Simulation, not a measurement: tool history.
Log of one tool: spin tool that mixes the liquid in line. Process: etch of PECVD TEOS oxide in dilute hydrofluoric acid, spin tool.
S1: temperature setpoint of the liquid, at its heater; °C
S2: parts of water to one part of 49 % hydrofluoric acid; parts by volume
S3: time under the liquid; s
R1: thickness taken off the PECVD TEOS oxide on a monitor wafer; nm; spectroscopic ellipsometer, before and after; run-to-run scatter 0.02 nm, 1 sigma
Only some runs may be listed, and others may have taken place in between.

| run | hour | S1 | S2 | S3 | R1 |
|---|---|---|---|---|---|
| 1 | 0.0 | 25.0 | 275 | 60 | 2.2275 |
| 2 | 6.4 | 25.0 | 240 | 60 | 2.6678 |
| 3 | 10.8 | 27.0 | 240 | 60 | 2.8618 |
| 4 | 17.1 | 27.0 | 300 | 60 | 2.1418 |
| 5 | 22.6 | 27.0 | 380 | 60 | 1.5522 |
| 6 | 24.5 | 29.0 | 340 | 60 | 1.9357 |
| 7 | 28.3 | 30.0 | 310 | 60 | 2.2621 |
| 8 | 31.2 | 33.0 | 220 | 60 | 3.9125 |
| 9 | 32.7 | 32.0 | 220 | 60 | 3.7911 |
| 10 | 37.0 | 31.0 | 220 | 60 | 3.6264 |
| 11 | 42.7 | 30.5 | 220 | 60 | 3.6076 |

What does the tool deliver on the next run?
| 12 | 44.5 | 30.0 | 220 | 60 | ? |

Run 12 yielded R1 3.5764 nm.

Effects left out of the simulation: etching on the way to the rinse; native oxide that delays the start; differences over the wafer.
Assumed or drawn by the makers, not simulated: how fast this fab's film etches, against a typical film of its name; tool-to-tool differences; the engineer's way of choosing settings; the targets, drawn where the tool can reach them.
